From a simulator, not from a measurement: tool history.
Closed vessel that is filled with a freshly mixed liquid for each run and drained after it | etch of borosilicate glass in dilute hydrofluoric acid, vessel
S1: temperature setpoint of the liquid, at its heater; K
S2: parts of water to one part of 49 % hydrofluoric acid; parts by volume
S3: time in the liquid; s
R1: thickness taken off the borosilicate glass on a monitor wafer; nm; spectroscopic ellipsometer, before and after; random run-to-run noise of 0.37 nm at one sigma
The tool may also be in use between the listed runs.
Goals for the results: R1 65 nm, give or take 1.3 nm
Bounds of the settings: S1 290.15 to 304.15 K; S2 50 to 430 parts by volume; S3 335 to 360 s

run	hour	S1	S2	S3	R1
1	0	296.15	240	335	25.784
2	6.1	298.65	200	335	35.006
3	10.8	298.65	255	335	25.796
4	13.4	298.65	175	335	41.03
5	16.2	298.65	175	335	41.188
6	21.8	298.65	230	335	29.542
7	26	300.15	200	335	36.984
8	32.9	301.15	175	335	45.314
# hour 36.6: thermometer replaced
9	36.6	304.15	130	335	77.692
10	37.5	303.15	130	335	74.333
11	45.8	302.65	130	335	73.287
12	50	302.15	130	335	71.958

Consider the 4 candidate settings below. Which is the only one whose results all fall within their allowed miss of target?
A	54.2	303.15	130	360	?
B	54.2	303.15	125	360	?
C	54.2	302.65	120	355	?
D	54.2	303.15	145	335	?

move	R1
A	80.844
B	84.648
C	85.943
D	66.111
A: the biggest miss grows against the last run
B: the biggest miss grows against the last run
C: the biggest miss grows against the last run
D: meets every target
Move D is the one to make.
